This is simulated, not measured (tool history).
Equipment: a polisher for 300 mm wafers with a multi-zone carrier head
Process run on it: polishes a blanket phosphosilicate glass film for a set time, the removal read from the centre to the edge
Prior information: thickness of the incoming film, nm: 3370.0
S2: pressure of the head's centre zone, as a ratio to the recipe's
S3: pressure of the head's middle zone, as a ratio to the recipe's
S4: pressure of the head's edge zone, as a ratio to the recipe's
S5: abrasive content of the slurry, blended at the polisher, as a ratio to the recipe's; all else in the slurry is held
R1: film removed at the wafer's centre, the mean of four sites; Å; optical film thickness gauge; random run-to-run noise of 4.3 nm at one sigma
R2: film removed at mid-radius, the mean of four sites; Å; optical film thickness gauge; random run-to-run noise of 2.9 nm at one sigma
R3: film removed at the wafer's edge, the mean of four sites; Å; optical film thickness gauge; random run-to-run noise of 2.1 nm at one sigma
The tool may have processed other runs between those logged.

run 1 day=0 | flow_of_slurry_(ml/min)=150 S2=1 S3=1 S4=1 S5=1 polishing_time_(s)=34 | R1=3448.7 R2=3562.2 R3=3560.9
run 2 day=0.262 | flow_of_slurry_(ml/min)=150 S2=1 S3=1 S4=1 S5=1.1 polishing_time_(s)=34 | R1=3656 R2=3792 R3=3702
run 3 day=0.525 | flow_of_slurry_(ml/min)=145 S2=1.01 S3=0.97 S4=0.99 S5=1.05 polishing_time_(s)=34 | R1=3651.6 R2=3558.4 R3=3574.4
run 4 day=0.583 | flow_of_slurry_(ml/min)=145 S2=1.01 S3=0.97 S4=0.96 S5=1.05 polishing_time_(s)=34 | R1=3590.6 R2=3527.2 R3=3521.1
run 5 day=0.796 | flow_of_slurry_(ml/min)=145 S2=1.09 S3=0.97 S4=0.96 S5=1.05 polishing_time_(s)=34 | R1=3886 R2=3587.2 R3=3505.6
run 6 day=1.146 | flow_of_slurry_(ml/min)=140 S2=1.08 S3=0.94 S4=0.96 S5=1 polishing_time_(s)=34 | R1=3676.7 R2=3297.3 R3=3406.3
run 7 day=1.35 | flow_of_slurry_(ml/min)=135 S2=1.07 S3=0.92 S4=0.95 S5=1 polishing_time_(s)=34 | R1=3622.9 R2=3268 R3=3363

Run 8 is up next; what results do you expect?
run 8 day=1.488 | flow_of_slurry_(ml/min)=130 S2=1.08 S3=0.9 S4=0.96 S5=0.95 polishing_time_(s)=34 | R1=? R2=? R3=?

{"run 8": {"R1": 3436.9, "R2": 3115.6, "R3": 3208.9}}
